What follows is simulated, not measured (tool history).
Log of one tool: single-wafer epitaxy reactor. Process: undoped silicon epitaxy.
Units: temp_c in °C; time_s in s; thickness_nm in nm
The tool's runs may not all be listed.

run    day  temp_c  time_s  thickness_nm
  1  0.000     660     543        108.59
  2  0.162     660     580        115.68
  3  0.312     660     640        128.38
  4  0.492     654     638        109.97
  5  0.862     654     714        123.63
  6  1.146     650     707        110.73

Forecast run 7:
  7  1.417     647     704             ?

Run 7 gave thickness_nm 102.00 nm.
